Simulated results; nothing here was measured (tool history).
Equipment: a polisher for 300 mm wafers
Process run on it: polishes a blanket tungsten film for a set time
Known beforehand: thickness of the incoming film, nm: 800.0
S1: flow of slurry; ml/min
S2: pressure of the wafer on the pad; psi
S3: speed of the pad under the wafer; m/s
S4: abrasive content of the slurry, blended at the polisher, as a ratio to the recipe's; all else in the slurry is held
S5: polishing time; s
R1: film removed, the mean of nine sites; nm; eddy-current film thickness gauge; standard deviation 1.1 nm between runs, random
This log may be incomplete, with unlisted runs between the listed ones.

| run | day | S1 | S2 | S3 | S4 | S5 | R1 |
|---|---|---|---|---|---|---|---|
| 1 | 0 | 175 | 2.6 | 1.12 | 1 | 56 | 234.41 |
| 2 | 0.35 | 175 | 2.6 | 0.84 | 1 | 56 | 179.6 |
| 3 | 0.692 | 170 | 2.5 | 0.84 | 1 | 56 | 171.14 |
| 4 | 0.933 | 170 | 2.5 | 0.84 | 1 | 56 | 173.15 |
| 5 | 1.304 | 170 | 2.5 | 0.84 | 1.15 | 56 | 179.07 |
| 6 | 1.608 | 170 | 2.5 | 0.84 | 1.15 | 51 | 160.92 |

Run 7 has not been measured yet. What should we expect?
| 7 | 1.7 | 170 | 2.5 | 0.84 | 1.15 | 51 | ? |

Run 7 measured R1 162.48 nm.
